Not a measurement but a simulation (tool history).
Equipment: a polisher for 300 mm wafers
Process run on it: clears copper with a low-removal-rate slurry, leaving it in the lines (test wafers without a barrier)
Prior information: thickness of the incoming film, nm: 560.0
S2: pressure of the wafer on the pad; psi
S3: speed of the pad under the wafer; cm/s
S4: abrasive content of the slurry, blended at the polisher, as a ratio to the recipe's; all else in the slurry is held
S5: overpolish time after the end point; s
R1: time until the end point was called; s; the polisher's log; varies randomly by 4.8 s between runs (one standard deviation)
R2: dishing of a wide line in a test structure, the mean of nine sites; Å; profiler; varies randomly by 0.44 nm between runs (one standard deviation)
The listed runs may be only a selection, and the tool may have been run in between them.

Run 1, hour 0.0: flow of slurry (ml/min) 280, S2 2.6 psi, S3 128 cm/s, S4 1.00, S5 11 s. Result: R1 206.61 s, R2 218.82 Å.
Run 2, hour 2.0: flow of slurry (ml/min) 280, S2 2.6 psi, S3 128 cm/s, S4 1.10, S5 11 s. Result: R1 200.53 s, R2 212.89 Å.
Run 3, hour 9.5: flow of slurry (ml/min) 280, S2 2.6 psi, S3 128 cm/s, S4 1.10, S5 7 s. Result: R1 195.23 s, R2 156.66 Å.
Run 4, hour 12.7: flow of slurry (ml/min) 280, S2 2.5 psi, S3 128 cm/s, S4 1.10, S5 8 s. Result: R1 210.09 s, R2 161.24 Å.
Run 5, hour 14.1: flow of slurry (ml/min) 280, S2 2.5 psi, S3 128 cm/s, S4 1.10, S5 9 s. Result: R1 210.95 s, R2 178.60 Å.
Run 6, hour 15.8: flow of slurry (ml/min) 280, S2 2.4 psi, S3 128 cm/s, S4 1.10, S5 9 s. Result: R1 209.39 s, R2 180.01 Å.
Run 7, hour 22.3: flow of slurry (ml/min) 280, S2 2.3 psi, S3 128 cm/s, S4 1.10, S5 9 s. Result: R1 220.67 s, R2 164.05 Å.
Run 8, hour 25.2: flow of slurry (ml/min) 270, S2 2.1 psi, S3 124 cm/s, S4 1.05, S5 11 s. Result: R1 244.03 s, R2 178.45 Å.

Estimate the outcome of run 9 from the log above:
At hour 32.2: slurry nozzle cleaned.
Run 9, hour 32.2: flow of slurry (ml/min) 270, S2 2.0 psi, S3 122 cm/s, S4 1.05, S5 12 s. Result: R1 ?, R2 ?.

R1: 245.63 s
R2: 191.51 Å
